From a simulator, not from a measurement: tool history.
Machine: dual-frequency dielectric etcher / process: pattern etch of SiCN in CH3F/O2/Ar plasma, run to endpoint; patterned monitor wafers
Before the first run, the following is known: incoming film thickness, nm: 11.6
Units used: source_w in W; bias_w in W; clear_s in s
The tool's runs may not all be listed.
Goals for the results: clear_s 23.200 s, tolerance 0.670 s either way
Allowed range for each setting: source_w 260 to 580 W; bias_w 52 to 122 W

| run | hour | source_w | bias_w | clear_s |
|---|---|---|---|---|
| 1 | 0.0 | 420 | 87 | 26.869 |
| 2 | 5.6 | 430 | 88 | 26.490 |
| 3 | 13.0 | 430 | 80 | 27.316 |
| 4 | 21.3 | 440 | 82 | 26.655 |
| 5 | 28.7 | 500 | 82 | 25.929 |
| 6 | 36.5 | 510 | 84 | 25.597 |
|  | 37.5 | source power generator calibrated |
| 7 | 37.5 | 520 | 86 | 25.333 |
| 8 | 43.9 | 530 | 88 | 25.417 |
| 9 | 52.8 | 540 | 92 | 24.820 |
| 10 | 55.5 | 550 | 94 | 24.549 |
| 11 | 56.3 | 550 | 96 | 24.265 |
| 12 | 59.5 | 550 | 97 | 24.116 |
| 13 | 61.4 | 550 | 98 | 24.177 |

Exercise: of the 4 proposed moves below, exactly one satisfies all targets within the stated allowed misses. Which move is it?
| A | 63.3 | 530 | 112 | ? |
| B | 63.3 | 520 | 94 | ? |
| C | 63.3 | 490 | 84 | ? |
| D | 63.3 | 520 | 93 | ? |

| move | clear_s |
|---|---|
| A | 23.280 |
| B | 24.908 |
| C | 26.328 |
| D | 25.001 |
A: hits every target within its allowed miss
B: further off than the last run
C: further off than the last run
D: further off than the last run
Go with A: it meets all targets.

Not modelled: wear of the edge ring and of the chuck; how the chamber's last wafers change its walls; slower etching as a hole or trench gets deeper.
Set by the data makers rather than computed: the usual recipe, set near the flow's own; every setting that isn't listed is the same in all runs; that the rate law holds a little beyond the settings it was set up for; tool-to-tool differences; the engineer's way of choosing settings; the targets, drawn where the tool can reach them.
